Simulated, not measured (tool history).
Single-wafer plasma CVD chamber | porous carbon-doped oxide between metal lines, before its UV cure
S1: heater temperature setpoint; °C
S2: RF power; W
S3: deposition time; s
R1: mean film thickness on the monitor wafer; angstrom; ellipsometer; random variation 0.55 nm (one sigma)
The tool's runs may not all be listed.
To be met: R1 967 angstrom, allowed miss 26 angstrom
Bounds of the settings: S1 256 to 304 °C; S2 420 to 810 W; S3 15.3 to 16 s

{"run": 1, "day": 0.0, "S1": 280, "S2": 615, "S3": 16, "R1": 1176.1}
{"run": 2, "day": 0.321, "S1": 275, "S2": 615, "S3": 16, "R1": 1224.6}
{"run": 3, "day": 0.479, "S1": 279, "S2": 605, "S3": 16, "R1": 1161.6}
{"run": 4, "day": 0.629, "S1": 282, "S2": 600, "S3": 16, "R1": 1124.4}
{"run": 5, "day": 0.946, "S1": 274, "S2": 600, "S3": 16, "R1": 1206.1}
{"run": 6, "day": 1.079, "S1": 278, "S2": 595, "S3": 16, "R1": 1168.6}
{"run": 7, "day": 1.192, "S1": 281, "S2": 590, "S3": 16, "R1": 1142.1}
{"run": 8, "day": 1.538, "S1": 284, "S2": 580, "S3": 16, "R1": 1099.5}
{"run": 9, "day": 1.842, "S1": 286, "S2": 575, "S3": 16, "R1": 1081.7}
{"run": 10, "day": 1.929, "S1": 286, "S2": 575, "S3": 16, "R1": 1077.5}
{"run": 11, "day": 2.079, "S1": 288, "S2": 570, "S3": 16, "R1": 1044.1}
{"run": 12, "day": 2.371, "S1": 289, "S2": 570, "S3": 16, "R1": 1054}
{"run": 13, "day": 2.588, "S1": 291, "S2": 565, "S3": 16, "R1": 1020.8}
{"run": 14, "day": 2.771, "S1": 291, "S2": 565, "S3": 16, "R1": 1025.8}
{"run": 15, "day": 3.038, "S1": 292, "S2": 565, "S3": 16, "R1": 1010.4}

Which of these 5 next moves meets every target?
{"run": "A", "day": 3.304, "S1": 292, "S2": 565, "S3": 15.3, "R1": "?"}
{"run": "B", "day": 3.304, "S1": 294, "S2": 575, "S3": 16, "R1": "?"}
{"run": "C", "day": 3.304, "S1": 293, "S2": 615, "S3": 16, "R1": "?"}
{"run": "D", "day": 3.304, "S1": 287, "S2": 585, "S3": 16, "R1": "?"}
{"run": "E", "day": 3.304, "S1": 291, "S2": 605, "S3": 15.3, "R1": "?"}

move=A R1=973.27
move=B R1=1015.5
move=C R1=1073.1
move=D R1=1078.3
move=E R1=1029.4
A: meets every target
B: further off than the last run
C: further off than the last run
D: further off than the last run
E: further off than the last run
Move A is the one to make.
